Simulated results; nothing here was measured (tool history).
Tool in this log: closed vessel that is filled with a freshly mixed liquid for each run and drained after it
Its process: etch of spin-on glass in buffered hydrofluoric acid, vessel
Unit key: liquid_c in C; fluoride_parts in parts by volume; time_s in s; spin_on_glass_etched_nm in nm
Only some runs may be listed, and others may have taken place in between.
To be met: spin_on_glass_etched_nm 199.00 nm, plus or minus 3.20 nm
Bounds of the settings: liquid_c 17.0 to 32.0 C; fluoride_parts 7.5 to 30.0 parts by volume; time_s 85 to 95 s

| run | hour | liquid_c | fluoride_parts | time_s | spin_on_glass_etched_nm |
|---|---|---|---|---|---|
| 1 | 0.0 | 25.0 | 21.0 | 85 | 179.16 |
| 2 | 1.5 | 21.5 | 21.0 | 85 | 146.68 |
| 3 | 3.7 | 21.5 | 21.0 | 85 | 146.77 |
| 4 | 11.6 | 19.0 | 21.0 | 85 | 127.68 |
| 5 | 15.5 | 17.0 | 21.0 | 85 | 113.66 |
| 6 | 20.1 | 19.5 | 21.0 | 85 | 131.64 |
| 7 | 21.3 | 21.5 | 21.0 | 85 | 145.49 |
| 8 | 24.4 | 23.0 | 21.0 | 85 | 158.90 |
| 9 | 25.9 | 24.0 | 21.0 | 85 | 167.46 |
| 10 | 27.8 | 25.0 | 21.0 | 85 | 177.53 |

Which of these 4 next moves meets every target?
| A | 29.7 | 28.5 | 25.5 | 90 | ? |
| B | 29.7 | 24.5 | 19.5 | 90 | ? |
| C | 29.7 | 26.0 | 20.5 | 85 | ? |
| D | 29.7 | 24.0 | 20.5 | 95 | ? |

| move | spin_on_glass_etched_nm |
|---|---|
| A | 198.85 |
| B | 194.07 |
| C | 190.69 |
| D | 191.14 |
A: each result inside its tolerance
B: moves toward the targets from the last run without getting all of them in spec
C: moves toward the targets from the last run without getting all of them in spec
D: moves toward the targets from the last run without getting all of them in spec
Go with A: it meets all targets.

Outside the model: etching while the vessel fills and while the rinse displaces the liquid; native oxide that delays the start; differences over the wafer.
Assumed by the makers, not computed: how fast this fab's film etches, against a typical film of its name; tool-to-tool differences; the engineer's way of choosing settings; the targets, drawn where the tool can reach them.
